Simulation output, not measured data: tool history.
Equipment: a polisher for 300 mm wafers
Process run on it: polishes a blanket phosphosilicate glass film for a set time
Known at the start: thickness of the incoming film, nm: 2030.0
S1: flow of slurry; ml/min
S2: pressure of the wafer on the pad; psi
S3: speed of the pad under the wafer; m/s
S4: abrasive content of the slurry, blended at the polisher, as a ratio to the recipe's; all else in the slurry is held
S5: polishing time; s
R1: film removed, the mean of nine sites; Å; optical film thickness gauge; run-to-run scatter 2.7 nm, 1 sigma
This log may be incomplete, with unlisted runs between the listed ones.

run  hour   S1   S2    S3    S4   S5      R1
  1     0  245  2.3   0.8     1  106  5919.4
  2   3.6  245  2.3   0.8   1.2  106  6298.9
  3  11.9  240  2.1  0.74  1.15  106  5518.4
  4  16.8  235  1.9  0.68  1.05  106  4511.6
  5    20  235  1.8  0.64  1.05  106  4082.5
  6  27.8  235  2.3  0.64  1.05  106    5244
  7  36.7  230  1.7  0.42     1  106  2891.8

What does the tool deliver on the next run?
  8  38.3  230  1.6  0.42   1  106   ?

Run 8 measured R1 2735.1 Å.

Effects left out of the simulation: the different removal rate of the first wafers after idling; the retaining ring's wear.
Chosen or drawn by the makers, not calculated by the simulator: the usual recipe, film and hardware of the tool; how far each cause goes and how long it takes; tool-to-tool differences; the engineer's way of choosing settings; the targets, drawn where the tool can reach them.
